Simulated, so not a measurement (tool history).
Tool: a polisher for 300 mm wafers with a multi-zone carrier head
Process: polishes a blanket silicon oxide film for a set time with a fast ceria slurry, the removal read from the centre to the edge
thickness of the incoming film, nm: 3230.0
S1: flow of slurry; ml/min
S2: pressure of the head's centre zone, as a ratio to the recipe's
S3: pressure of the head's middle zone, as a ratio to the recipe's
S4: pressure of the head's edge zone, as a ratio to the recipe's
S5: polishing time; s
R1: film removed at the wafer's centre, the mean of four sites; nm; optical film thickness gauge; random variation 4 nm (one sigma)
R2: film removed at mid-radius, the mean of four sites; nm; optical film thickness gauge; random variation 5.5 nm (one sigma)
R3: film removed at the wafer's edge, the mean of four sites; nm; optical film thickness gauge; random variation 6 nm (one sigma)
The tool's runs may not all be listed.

run,hour,S1,S2,S3,S4,S5,R1,R2,R3
1,0.0,280,1.00,1.00,1.00,34,369.34,399.09,409.60
2,2.1,280,1.08,1.00,1.00,34,401.66,396.21,396.45
3,8.7,280,1.08,0.96,1.00,34,403.80,389.12,404.15
4,11.7,280,1.08,1.03,1.00,34,400.65,407.56,399.64
5,18.1,305,1.11,0.99,1.01,37,457.48,440.16,435.60
6,22.8,305,1.11,1.04,1.01,37,453.46,452.33,443.98

Forecast run 7:
7,25.8,320,1.13,0.99,1.02,39,?,?,?

{"run 7": {"R1": 491.91, "R2": 457.15, "R3": 462.52}}
